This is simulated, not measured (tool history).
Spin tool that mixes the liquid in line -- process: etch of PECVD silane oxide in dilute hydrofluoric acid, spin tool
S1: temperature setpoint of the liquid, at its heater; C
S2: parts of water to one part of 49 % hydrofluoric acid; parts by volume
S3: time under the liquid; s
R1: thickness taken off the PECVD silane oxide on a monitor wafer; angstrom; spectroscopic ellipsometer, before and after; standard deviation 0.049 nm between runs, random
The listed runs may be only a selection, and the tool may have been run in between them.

{"run": 1, "hour": 0.0, "S1": 20.0, "S2": 220, "S3": 130, "R1": 93.664}
{"run": 2, "hour": 3.5, "S1": 20.0, "S2": 220, "S3": 140, "R1": 102.55}
{"run": 3, "hour": 10.5, "S1": 20.0, "S2": 220, "S3": 140, "R1": 101.01}
{"run": 4, "hour": 13.2, "S1": 20.0, "S2": 295, "S3": 140, "R1": 71.641}
{"run": 5, "hour": 17.9, "S1": 19.5, "S2": 300, "S3": 140, "R1": 69.711}
{"run": 6, "hour": 21.4, "S1": 19.5, "S2": 305, "S3": 140, "R1": 66.558}

Estimate the outcome of run 7 from the log above:
{"run": 7, "hour": 28.0, "S1": 19.5, "S2": 310, "S3": 140, "R1": "?"}

{"run 7": {"R1": 66.395}}
